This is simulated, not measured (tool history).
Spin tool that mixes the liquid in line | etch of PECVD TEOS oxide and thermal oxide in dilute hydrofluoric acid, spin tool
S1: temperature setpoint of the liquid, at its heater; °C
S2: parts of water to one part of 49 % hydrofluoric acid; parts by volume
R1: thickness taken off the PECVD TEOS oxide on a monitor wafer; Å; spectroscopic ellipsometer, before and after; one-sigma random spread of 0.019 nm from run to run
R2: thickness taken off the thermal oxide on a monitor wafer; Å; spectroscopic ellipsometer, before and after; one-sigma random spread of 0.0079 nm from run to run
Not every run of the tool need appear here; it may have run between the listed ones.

run 1 hour=0 | S1=23 S2=135 time_under_the_liquid_(s)=75 | R1=122.73 R2=23.603
run 2 hour=1.8 | S1=23 S2=90 time_under_the_liquid_(s)=75 | R1=194.6 R2=38.051
run 3 hour=8.6 | S1=21 S2=140 time_under_the_liquid_(s)=75 | R1=108.63 R2=21.02
run 4 hour=14.2 | S1=18.5 S2=140 time_under_the_liquid_(s)=75 | R1=98.916 R2=19.508
run 5 hour=15.6 | S1=20 S2=140 time_under_the_liquid_(s)=75 | R1=104.84 R2=20.639
run 6 hour=21.2 | S1=20 S2=175 time_under_the_liquid_(s)=75 | R1=80.541 R2=15.913
run 7 hour=21.8 | S1=19.5 S2=195 time_under_the_liquid_(s)=65 | R1=61.151 R2=11.887
run 8 hour=25.6 | S1=18.5 S2=210 time_under_the_liquid_(s)=60 | R1=49.377 R2=9.3348
run 9 hour=29.5 | S1=19 S2=245 time_under_the_liquid_(s)=40 | R1=28.093 R2=5.3798

What will run 10 give?
run 10 hour=38.3 | S1=19 S2=245 time_under_the_liquid_(s)=40 | R1=? R2=?

R1: 27.513 Å
R2: 5.4072 Å
